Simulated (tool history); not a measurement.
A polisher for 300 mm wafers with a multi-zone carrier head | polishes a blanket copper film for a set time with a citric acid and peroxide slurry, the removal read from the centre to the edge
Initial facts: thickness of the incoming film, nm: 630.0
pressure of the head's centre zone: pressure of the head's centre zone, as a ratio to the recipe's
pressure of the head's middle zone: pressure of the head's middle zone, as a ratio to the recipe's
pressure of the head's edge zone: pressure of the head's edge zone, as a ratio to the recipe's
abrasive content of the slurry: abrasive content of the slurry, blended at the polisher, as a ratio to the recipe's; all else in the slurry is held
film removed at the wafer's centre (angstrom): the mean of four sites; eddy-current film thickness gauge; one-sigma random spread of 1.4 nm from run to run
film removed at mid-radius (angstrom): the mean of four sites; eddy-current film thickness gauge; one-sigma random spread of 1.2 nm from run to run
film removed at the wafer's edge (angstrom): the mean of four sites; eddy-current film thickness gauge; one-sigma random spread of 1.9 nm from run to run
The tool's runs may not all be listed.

run	hour	flow of slurry (ml/min)	pressure of the head's centre zone	pressure of the head's middle zone	pressure of the head's edge zone	abrasive content of the slurry	polishing time (s)	film removed at the wafer's centre (angstrom)	film removed at mid-radius (angstrom)	film removed at the wafer's edge (angstrom)
1	0.0	305	1.00	1.00	1.00	1.00	46	1079.8	1080.2	1049.9
2	7.9	305	1.00	1.00	1.08	1.00	46	1088.3	1077.8	1123.8
3	10.0	305	1.00	1.00	1.11	1.10	47	1142.6	1120.5	1190.3
4	11.8	360	1.00	1.00	1.11	1.10	47	1146.7	1134.9	1186.0
5	14.6	360	0.95	1.00	1.11	1.10	47	1113.7	1157.4	1216.6
6	16.5	360	0.95	1.00	1.11	0.95	47	1082.9	1110.3	1163.2
7	24.8	355	0.96	0.99	1.12	1.05	48	1114.5	1128.6	1235.2
8	28.9	355	0.97	0.99	1.13	1.15	49	1172.7	1200.1	1282.2

Estimate the outcome of run 9 from the log above:
9	34.0	350	0.98	0.98	1.14	1.20	50	?	?	?

film removed at the wafer's centre (angstrom): 1213.4
film removed at mid-radius (angstrom): 1207.6
film removed at the wafer's edge (angstrom): 1296.1
